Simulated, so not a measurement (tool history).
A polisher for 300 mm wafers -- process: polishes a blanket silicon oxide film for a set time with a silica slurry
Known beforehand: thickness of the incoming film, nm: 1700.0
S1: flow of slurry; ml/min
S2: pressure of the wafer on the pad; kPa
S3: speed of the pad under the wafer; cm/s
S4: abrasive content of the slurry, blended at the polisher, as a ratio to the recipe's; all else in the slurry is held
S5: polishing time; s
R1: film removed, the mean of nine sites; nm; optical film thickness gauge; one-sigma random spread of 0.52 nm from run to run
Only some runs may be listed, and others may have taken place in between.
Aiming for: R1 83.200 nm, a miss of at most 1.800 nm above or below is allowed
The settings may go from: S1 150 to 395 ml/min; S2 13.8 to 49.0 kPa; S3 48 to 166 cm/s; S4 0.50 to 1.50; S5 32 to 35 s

run  hour   S1    S2   S3    S4  S5       R1
  1   0.0  250  31.0  106  1.00  35   86.662
  2   8.8  215  31.0  106  1.00  35   85.214
  3  16.9  215  31.0   94  1.00  35   78.836
  4  23.1  215  37.2   94  1.00  35   92.938
  5  24.5  215  37.2   94  1.15  35  100.740
  6  27.9  215  37.2   94  0.95  35   91.529
  7  29.7  210  36.5   94  0.95  35   89.243
  8  37.6  210  36.5   94  0.95  35   88.752
  9  46.1  205  35.9   94  0.95  35   86.600
 10  53.3  195  35.9   94  0.95  35   86.223
 11  61.1  185  35.9   94  0.95  35   86.331

Consider the 5 candidate settings below. Which is the only one whose results all fall within their allowed miss of target?
  A  68.9  230  27.6  108  1.00  35   ?
  B  68.9  170  34.5  100  1.00  32   ?
  C  68.9  230  31.0  102  1.05  34   ?
  D  68.9  165  39.3   84  0.85  35   ?
  E  68.9  220  42.1   72  1.00  33   ?

move      R1
   A  79.168
   B  80.827
   C  84.284
   D  79.985
   E  80.887
A: takes the result that was furthest off past its target
B: takes the result that was furthest off past its target
C: each result inside its tolerance
D: takes the result that was furthest off past its target
E: takes the result that was furthest off past its target
Go with C: it meets all targets.
